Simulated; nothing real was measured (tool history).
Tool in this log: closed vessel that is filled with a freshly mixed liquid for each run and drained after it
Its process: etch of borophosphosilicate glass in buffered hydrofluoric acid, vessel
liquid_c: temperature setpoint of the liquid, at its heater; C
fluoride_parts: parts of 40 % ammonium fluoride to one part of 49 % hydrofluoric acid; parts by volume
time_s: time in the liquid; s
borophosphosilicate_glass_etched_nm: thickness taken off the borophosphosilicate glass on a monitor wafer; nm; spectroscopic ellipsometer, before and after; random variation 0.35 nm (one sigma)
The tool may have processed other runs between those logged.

run,hour,liquid_c,fluoride_parts,time_s,borophosphosilicate_glass_etched_nm
1,0.0,21.0,23.5,90,120.84
2,2.3,20.5,23.5,90,117.29
3,10.7,20.5,17.5,90,150.27
4,17.2,20.5,14.0,90,187.16
5,23.4,17.0,14.0,90,154.37
6,27.3,17.0,16.0,90,135.56
7,34.5,17.0,17.0,90,126.39
8,41.6,17.0,17.5,90,123.69

What will run 9 give?
9,45.5,17.0,18.0,90,?

{"run 9": {"borophosphosilicate_glass_etched_nm": 120.27}}

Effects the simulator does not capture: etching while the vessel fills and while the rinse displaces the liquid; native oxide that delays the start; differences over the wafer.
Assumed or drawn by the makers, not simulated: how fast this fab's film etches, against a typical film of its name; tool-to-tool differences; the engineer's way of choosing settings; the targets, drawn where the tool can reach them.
